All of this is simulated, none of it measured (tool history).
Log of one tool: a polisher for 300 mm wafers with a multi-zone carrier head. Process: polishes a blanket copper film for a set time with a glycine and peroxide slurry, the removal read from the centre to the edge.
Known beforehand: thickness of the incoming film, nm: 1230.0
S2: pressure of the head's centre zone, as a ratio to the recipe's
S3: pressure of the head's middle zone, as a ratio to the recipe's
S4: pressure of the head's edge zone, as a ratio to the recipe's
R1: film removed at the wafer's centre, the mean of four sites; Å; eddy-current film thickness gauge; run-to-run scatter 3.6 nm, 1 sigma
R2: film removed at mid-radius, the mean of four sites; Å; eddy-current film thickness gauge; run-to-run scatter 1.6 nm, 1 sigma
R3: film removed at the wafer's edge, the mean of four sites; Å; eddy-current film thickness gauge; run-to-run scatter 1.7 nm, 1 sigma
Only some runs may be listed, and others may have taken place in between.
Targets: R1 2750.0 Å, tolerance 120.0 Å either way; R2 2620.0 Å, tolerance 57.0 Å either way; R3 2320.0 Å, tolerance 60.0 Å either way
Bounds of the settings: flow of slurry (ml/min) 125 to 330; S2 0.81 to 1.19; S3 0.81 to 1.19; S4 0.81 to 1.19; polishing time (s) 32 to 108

run 1 hour=0.0 | flow_of_slurry_(ml/min)=210 S2=1.00 S3=1.00 S4=1.00 polishing_time_(s)=70 | R1=3720.6 R2=3525.2 R3=3467.5
run 2 hour=4.8 | flow_of_slurry_(ml/min)=210 S2=1.00 S3=1.00 S4=0.96 polishing_time_(s)=64 | R1=3464.8 R2=3185.8 R3=3154.5
run 3 hour=11.5 | flow_of_slurry_(ml/min)=210 S2=0.93 S3=1.00 S4=0.96 polishing_time_(s)=64 | R1=3185.1 R2=3210.7 R3=3150.8
run 4 hour=14.3 | flow_of_slurry_(ml/min)=210 S2=0.93 S3=1.00 S4=1.02 polishing_time_(s)=64 | R1=3199.0 R2=3221.0 R3=3212.8
run 5 hour=20.9 | flow_of_slurry_(ml/min)=210 S2=0.93 S3=1.00 S4=1.10 polishing_time_(s)=64 | R1=3153.7 R2=3200.5 R3=3322.0
run 6 hour=22.6 | flow_of_slurry_(ml/min)=210 S2=0.95 S3=1.02 S4=1.04 polishing_time_(s)=59 | R1=3007.9 R2=3003.5 R3=3028.2
run 7 hour=27.4 | flow_of_slurry_(ml/min)=205 S2=0.97 S3=1.04 S4=0.98 polishing_time_(s)=56 | R1=2925.1 R2=2893.1 R3=2749.7
run 8 hour=33.8 | flow_of_slurry_(ml/min)=190 S2=0.98 S3=1.04 S4=0.95 polishing_time_(s)=55 | R1=2872.2 R2=2826.9 R3=2619.7
run 9 hour=41.0 | flow_of_slurry_(ml/min)=140 S2=1.00 S3=1.00 S4=0.85 polishing_time_(s)=53 | R1=2612.0 R2=2452.5 R3=2335.7
-- hour=44.9 centre zone pressure recalibrated
run 10 hour=44.9 | flow_of_slurry_(ml/min)=150 S2=1.00 S3=1.01 S4=0.84 polishing_time_(s)=53 | R1=2499.7 R2=2536.2 R3=2310.3
run 11 hour=49.4 | flow_of_slurry_(ml/min)=155 S2=1.02 S3=1.01 S4=0.84 polishing_time_(s)=53 | R1=2506.6 R2=2527.4 R3=2344.0
run 12 hour=55.8 | flow_of_slurry_(ml/min)=145 S2=1.05 S3=1.04 S4=0.86 polishing_time_(s)=53 | R1=2529.2 R2=2541.0 R3=2350.5

Consider the 4 candidate settings below. Which is the only one whose results all fall within their allowed miss of target?
run A hour=62.2 | flow_of_slurry_(ml/min)=250 S2=1.13 S3=1.00 S4=0.82 polishing_time_(s)=54 | R1=? R2=? R3=?
run B hour=62.2 | flow_of_slurry_(ml/min)=240 S2=1.07 S3=1.06 S4=0.81 polishing_time_(s)=51 | R1=? R2=? R3=?
run C hour=62.2 | flow_of_slurry_(ml/min)=230 S2=1.13 S3=0.96 S4=0.82 polishing_time_(s)=53 | R1=? R2=? R3=?
run D hour=62.2 | flow_of_slurry_(ml/min)=260 S2=1.06 S3=1.01 S4=0.81 polishing_time_(s)=50 | R1=? R2=? R3=?

move=A R1=3100.3 R2=2767.5 R3=2520.5
move=B R1=2756.9 R2=2732.9 R3=2356.7
move=C R1=3005.7 R2=2596.4 R3=2455.1
move=D R1=2706.0 R2=2597.4 R3=2329.3
A: takes the result that was furthest off past its target
B: brings the result that was furthest off to its target, and leaves another outside
C: takes the result that was furthest off past its target
D: hits every target within its allowed miss
Move D is the one to make.
